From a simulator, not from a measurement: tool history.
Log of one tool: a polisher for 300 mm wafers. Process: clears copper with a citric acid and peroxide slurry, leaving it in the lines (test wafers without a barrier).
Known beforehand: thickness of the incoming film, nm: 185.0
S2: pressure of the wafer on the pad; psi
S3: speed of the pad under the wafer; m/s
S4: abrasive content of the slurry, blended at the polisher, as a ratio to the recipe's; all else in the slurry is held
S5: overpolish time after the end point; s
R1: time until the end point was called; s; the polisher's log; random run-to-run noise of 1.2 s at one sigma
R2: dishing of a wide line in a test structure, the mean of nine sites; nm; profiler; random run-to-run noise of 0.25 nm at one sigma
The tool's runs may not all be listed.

{"run": 1, "hour": 0.0, "flow of slurry (ml/min)": 310, "S2": 2.9, "S3": 0.84, "S4": 1, "S5": 9, "R1": 88.777, "R2": 15.162}
{"run": 2, "hour": 2.9, "flow of slurry (ml/min)": 310, "S2": 2.9, "S3": 0.94, "S4": 1, "S5": 9, "R1": 80.081, "R2": 17.031}
{"run": 3, "hour": 5.4, "flow of slurry (ml/min)": 310, "S2": 2.9, "S3": 0.76, "S4": 1, "S5": 9, "R1": 98.719, "R2": 13.941}
{"run": 4, "hour": 10.9, "flow of slurry (ml/min)": 310, "S2": 2.9, "S3": 0.76, "S4": 1, "S5": 7, "R1": 97.062, "R2": 11.013}
{"run": 5, "hour": 14.8, "flow of slurry (ml/min)": 310, "S2": 2.8, "S3": 0.76, "S4": 1, "S5": 8, "R1": 100.4, "R2": 12.485}
{"run": 6, "hour": 18.8, "flow of slurry (ml/min)": 310, "S2": 2.8, "S3": 0.84, "S4": 1, "S5": 8, "R1": 91.268, "R2": 13.369}

Estimate the outcome of run 7 from the log above:
{"run": 7, "hour": 26.2, "flow of slurry (ml/min)": 310, "S2": 2.6, "S3": 0.84, "S4": 1, "S5": 9, "R1": "?", "R2": "?"}

R1: 95.492 s
R2: 14.369 nm

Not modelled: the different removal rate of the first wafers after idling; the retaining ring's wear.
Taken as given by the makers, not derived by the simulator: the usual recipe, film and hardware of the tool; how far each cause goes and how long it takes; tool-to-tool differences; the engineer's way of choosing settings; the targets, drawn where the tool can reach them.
